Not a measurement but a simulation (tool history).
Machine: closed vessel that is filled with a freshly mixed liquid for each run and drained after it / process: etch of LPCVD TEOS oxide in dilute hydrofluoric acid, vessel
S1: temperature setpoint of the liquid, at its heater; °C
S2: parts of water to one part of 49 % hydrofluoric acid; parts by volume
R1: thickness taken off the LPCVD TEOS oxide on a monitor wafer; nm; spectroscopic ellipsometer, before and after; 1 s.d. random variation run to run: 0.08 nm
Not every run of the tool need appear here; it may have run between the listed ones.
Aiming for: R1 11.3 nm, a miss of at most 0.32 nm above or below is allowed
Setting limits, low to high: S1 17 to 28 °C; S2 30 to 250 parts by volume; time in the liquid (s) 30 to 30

{"run": 1, "hour": 0.0, "S1": 20, "S2": 140, "time in the liquid (s)": 30, "R1": 6.88}
{"run": 2, "hour": 8.1, "S1": 21, "S2": 135, "time in the liquid (s)": 30, "R1": 7.3884}
{"run": 3, "hour": 15.1, "S1": 24.5, "S2": 135, "time in the liquid (s)": 30, "R1": 8.5462}
{"run": 4, "hour": 20.3, "S1": 24.5, "S2": 135, "time in the liquid (s)": 30, "R1": 8.509}
{"run": 5, "hour": 21.9, "S1": 24.5, "S2": 170, "time in the liquid (s)": 30, "R1": 6.4918}
{"run": 6, "hour": 28.4, "S1": 24.5, "S2": 170, "time in the liquid (s)": 30, "R1": 6.5188}
{"run": 7, "hour": 32.6, "S1": 25, "S2": 160, "time in the liquid (s)": 30, "R1": 7.1085}
{"run": 8, "hour": 35.5, "S1": 28, "S2": 105, "time in the liquid (s)": 30, "R1": 12.824}
{"run": 9, "hour": 40.1, "S1": 27.5, "S2": 105, "time in the liquid (s)": 30, "R1": 12.777}
{"run": 10, "hour": 47.3, "S1": 27, "S2": 105, "time in the liquid (s)": 30, "R1": 12.374}
{"run": 11, "hour": 51.2, "S1": 26.5, "S2": 105, "time in the liquid (s)": 30, "R1": 12.268}
{"run": 12, "hour": 55.7, "S1": 26, "S2": 105, "time in the liquid (s)": 30, "R1": 11.916}

Exactly one of the 4 candidate moves below puts every result within its allowed miss. Which one?
{"run": "A", "hour": 60.2, "S1": 23.5, "S2": 95, "time in the liquid (s)": 30, "R1": "?"}
{"run": "B", "hour": 60.2, "S1": 23, "S2": 95, "time in the liquid (s)": 30, "R1": "?"}
{"run": "C", "hour": 60.2, "S1": 26.5, "S2": 100, "time in the liquid (s)": 30, "R1": "?"}
{"run": "D", "hour": 60.2, "S1": 27, "S2": 115, "time in the liquid (s)": 30, "R1": "?"}

move=A R1=12.174
move=B R1=11.933
move=C R1=12.932
move=D R1=11.243
A: further off than the last run
B: roughly where the last run was
C: further off than the last run
D: all results in spec
Move D is the one to make.
